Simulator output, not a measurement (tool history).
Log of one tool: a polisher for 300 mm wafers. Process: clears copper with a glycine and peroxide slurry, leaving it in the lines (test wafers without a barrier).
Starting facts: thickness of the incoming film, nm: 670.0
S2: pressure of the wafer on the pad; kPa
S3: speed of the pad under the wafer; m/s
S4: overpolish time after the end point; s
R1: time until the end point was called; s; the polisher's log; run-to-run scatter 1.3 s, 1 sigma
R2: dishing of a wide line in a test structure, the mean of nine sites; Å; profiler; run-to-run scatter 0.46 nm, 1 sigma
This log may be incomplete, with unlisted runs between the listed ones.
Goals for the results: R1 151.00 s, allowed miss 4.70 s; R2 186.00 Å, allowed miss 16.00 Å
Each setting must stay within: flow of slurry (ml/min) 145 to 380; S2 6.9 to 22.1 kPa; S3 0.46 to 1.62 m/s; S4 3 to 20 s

Run 1, hour 0.0: flow of slurry (ml/min) 245, S2 14.5 kPa, S3 1.04 m/s, S4 10 s. Result: R1 144.54 s, R2 362.10 Å.
Run 2, hour 6.8: flow of slurry (ml/min) 245, S2 14.5 kPa, S3 1.04 m/s, S4 7 s. Result: R1 142.20 s, R2 260.51 Å.
Run 3, hour 13.6: flow of slurry (ml/min) 300, S2 14.5 kPa, S3 1.04 m/s, S4 7 s. Result: R1 138.97 s, R2 285.76 Å.
Run 4, hour 14.4: flow of slurry (ml/min) 300, S2 17.2 kPa, S3 1.04 m/s, S4 7 s. Result: R1 120.90 s, R2 299.82 Å.
Run 5, hour 20.3: flow of slurry (ml/min) 295, S2 16.5 kPa, S3 1.04 m/s, S4 6 s. Result: R1 124.70 s, R2 252.00 Å.
Run 6, hour 28.9: flow of slurry (ml/min) 290, S2 15.9 kPa, S3 1.04 m/s, S4 6 s. Result: R1 130.77 s, R2 267.48 Å.
Run 7, hour 31.2: flow of slurry (ml/min) 285, S2 15.2 kPa, S3 1.04 m/s, S4 5 s. Result: R1 134.99 s, R2 198.61 Å.
Run 8, hour 39.9: flow of slurry (ml/min) 275, S2 14.5 kPa, S3 1.04 m/s, S4 5 s. Result: R1 138.07 s, R2 192.02 Å.
Run 9, hour 45.6: flow of slurry (ml/min) 270, S2 13.8 kPa, S3 1.04 m/s, S4 5 s. Result: R1 144.97 s, R2 202.06 Å.
Run 10, hour 47.0: flow of slurry (ml/min) 265, S2 13.1 kPa, S3 1.02 m/s, S4 4 s. Result: R1 155.52 s, R2 142.01 Å.
Run 11, hour 54.3: flow of slurry (ml/min) 305, S2 13.8 kPa, S3 1.00 m/s, S4 6 s. Result: R1 145.85 s, R2 220.96 Å.
Run 12, hour 57.7: flow of slurry (ml/min) 305, S2 13.8 kPa, S3 1.00 m/s, S4 6 s. Result: R1 150.38 s, R2 227.76 Å.
Run 13, hour 64.4: flow of slurry (ml/min) 295, S2 13.8 kPa, S3 1.00 m/s, S4 6 s. Result: R1 151.45 s, R2 228.14 Å.
Run 14, hour 70.2: flow of slurry (ml/min) 285, S2 13.8 kPa, S3 1.00 m/s, S4 6 s. Result: R1 148.46 s, R2 216.55 Å.
Run 15, hour 77.3: flow of slurry (ml/min) 280, S2 13.8 kPa, S3 1.00 m/s, S4 6 s. Result: R1 150.52 s, R2 228.71 Å.
Run 16, hour 80.0: flow of slurry (ml/min) 275, S2 13.8 kPa, S3 1.00 m/s, S4 6 s. Result: R1 148.92 s, R2 224.56 Å.
Run 17, hour 83.5: flow of slurry (ml/min) 270, S2 13.8 kPa, S3 1.00 m/s, S4 6 s. Result: R1 152.13 s, R2 222.57 Å.
Run 18, hour 92.3: flow of slurry (ml/min) 265, S2 13.8 kPa, S3 1.00 m/s, S4 6 s. Result: R1 150.98 s, R2 218.12 Å.
Run 19, hour 101.0: flow of slurry (ml/min) 265, S2 13.8 kPa, S3 1.00 m/s, S4 4 s. Result: R1 152.32 s, R2 145.92 Å.
Run 20, hour 105.0: flow of slurry (ml/min) 275, S2 13.8 kPa, S3 1.00 m/s, S4 4 s. Result: R1 148.60 s, R2 154.25 Å.
Run 21, hour 113.5: flow of slurry (ml/min) 280, S2 13.8 kPa, S3 1.00 m/s, S4 4 s. Result: R1 150.58 s, R2 150.66 Å.
Run 22, hour 116.3: flow of slurry (ml/min) 280, S2 13.8 kPa, S3 1.00 m/s, S4 7 s. Result: R1 149.79 s, R2 248.96 Å.
Run 23, hour 121.8: flow of slurry (ml/min) 270, S2 13.8 kPa, S3 1.00 m/s, S4 7 s. Result: R1 149.89 s, R2 247.76 Å.
Run 24, hour 129.2: flow of slurry (ml/min) 260, S2 13.8 kPa, S3 1.00 m/s, S4 7 s. Result: R1 151.61 s, R2 257.45 Å.

Which one of the following 5 next-run settings gets every result inside its allowed miss? There is exactly one.
Run A, hour 136.6: flow of slurry (ml/min) 230, S2 12.4 kPa, S3 1.14 m/s, S4 4 s. Result: R1 ?, R2 ?.
Run B, hour 136.6: flow of slurry (ml/min) 250, S2 14.5 kPa, S3 0.96 m/s, S4 5 s. Result: R1 ?, R2 ?.
Run C, hour 136.6: flow of slurry (ml/min) 260, S2 13.8 kPa, S3 1.08 m/s, S4 6 s. Result: R1 ?, R2 ?.
Run D, hour 136.6: flow of slurry (ml/min) 280, S2 11.7 kPa, S3 1.26 m/s, S4 4 s. Result: R1 ?, R2 ?.
Run E, hour 136.6: flow of slurry (ml/min) 155, S2 15.2 kPa, S3 1.00 m/s, S4 12 s. Result: R1 ?, R2 ?.

move      R1      R2
   A  150.54  151.04
   B  151.08  186.62
   C  142.54  232.97
   D  142.35  158.97
   E  152.03  410.72
A: carries the result that was furthest off beyond its target, to the other side
B: every result within its allowed miss
C: closer than the last run, but not yet in spec
D: carries the result that was furthest off beyond its target, to the other side
E: misses by more than the last run did
The right move is B.
